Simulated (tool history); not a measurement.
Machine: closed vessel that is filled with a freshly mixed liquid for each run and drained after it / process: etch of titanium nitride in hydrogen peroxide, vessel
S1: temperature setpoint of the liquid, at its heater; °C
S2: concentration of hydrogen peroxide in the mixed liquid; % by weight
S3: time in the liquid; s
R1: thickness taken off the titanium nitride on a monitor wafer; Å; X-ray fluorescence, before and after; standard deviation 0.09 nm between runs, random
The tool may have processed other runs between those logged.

Run 1, day 0: S1 46 °C, S2 15.5 % by weight, S3 215 s. Result: R1 136.16 Å.
Run 2, day 0.271: S1 46.5 °C, S2 15.5 % by weight, S3 215 s. Result: R1 141.4 Å.
Run 3, day 0.629: S1 40.5 °C, S2 15.5 % by weight, S3 215 s. Result: R1 89.809 Å.
Run 4, day 0.888: S1 42.5 °C, S2 15.5 % by weight, S3 215 s. Result: R1 105.21 Å.
Run 5, day 1.204: S1 44 °C, S2 15.5 % by weight, S3 215 s. Result: R1 118.5 Å.
Run 6, day 1.55: S1 44 °C, S2 18 % by weight, S3 215 s. Result: R1 121.49 Å.
Run 7, day 1.788: S1 45 °C, S2 18 % by weight, S3 215 s. Result: R1 131.22 Å.
Run 8, day 1.858: S1 46 °C, S2 18 % by weight, S3 215 s. Result: R1 142.5 Å.
Run 9, day 2.225: S1 46 °C, S2 18 % by weight, S3 215 s. Result: R1 141.94 Å.

Estimate the outcome of run 10 from the log above:
Run 10, day 2.438: S1 46.5 °C, S2 18 % by weight, S3 215 s. Result: R1 ?.

{"run 10": {"R1": 146.12}}
